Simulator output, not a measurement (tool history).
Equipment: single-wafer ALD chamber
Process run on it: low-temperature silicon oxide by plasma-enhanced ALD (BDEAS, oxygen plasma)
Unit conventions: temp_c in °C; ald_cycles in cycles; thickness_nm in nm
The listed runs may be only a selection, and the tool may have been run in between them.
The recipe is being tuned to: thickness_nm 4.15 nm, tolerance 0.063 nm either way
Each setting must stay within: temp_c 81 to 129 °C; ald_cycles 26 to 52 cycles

| run | hour | temp_c | ald_cycles | thickness_nm |
|---|---|---|---|---|
| 1 | 0 | 105 | 39 | 5.0224 |
| 2 | 7.8 | 109 | 39 | 5.021 |
| 3 | 9.7 | 109 | 35 | 4.4385 |
| 4 | 15.2 | 110 | 35 | 4.4395 |
| 5 | 19.5 | 106 | 35 | 4.4771 |
|  | 25 | thermocouple changed; heater temperature recalibrated |
| 6 | 25 | 106 | 37 | 4.7813 |
| 7 | 29.7 | 106 | 37 | 4.7719 |
| 8 | 37.2 | 109 | 36 | 4.6371 |
| 9 | 41.8 | 115 | 31 | 3.9306 |

Pick the move, out of 5, that brings all results within their allowed miss; only one does.
| A | 46.4 | 123 | 33 | ? |
| B | 46.4 | 113 | 29 | ? |
| C | 46.4 | 111 | 33 | ? |
| D | 46.4 | 108 | 33 | ? |
| E | 46.4 | 122 | 29 | ? |

| move | thickness_nm |
|---|---|
| A | 4.1396 |
| B | 3.7076 |
| C | 4.2349 |
| D | 4.2587 |
| E | 3.6448 |
A: every result lands within tolerance
B: lands further from the targets than the last run did
C: moves the result that the last run missed by most past its target, out the other side
D: moves the result that the last run missed by most past its target, out the other side
E: lands further from the targets than the last run did
Answer: A
